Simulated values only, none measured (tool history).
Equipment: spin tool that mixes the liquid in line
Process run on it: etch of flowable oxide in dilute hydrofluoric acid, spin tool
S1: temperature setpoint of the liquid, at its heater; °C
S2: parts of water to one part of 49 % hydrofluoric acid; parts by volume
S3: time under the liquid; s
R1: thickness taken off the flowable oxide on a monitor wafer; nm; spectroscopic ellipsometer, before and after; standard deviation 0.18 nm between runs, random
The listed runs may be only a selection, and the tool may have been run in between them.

run,day,S1,S2,S3,R1
1,0,23,225,240,35.254
2,0.1,22.5,235,240,32.654
3,0.188,22,240,240,31.56
4,0.429,22,240,240,31.477
5,0.471,22,240,255,33.107
6,0.65,21.5,245,255,31.633
7,0.679,21,250,255,30.118
8,0.779,20.5,255,255,29.227
9,1.133,20.5,255,255,29.431
10,1.321,20,260,255,28.328
11,1.442,19.5,265,255,26.796
12,1.675,19,270,255,25.497

Estimate the outcome of run 13 from the log above:
13,1.7,19,270,255,?

R1: 25.871 nm
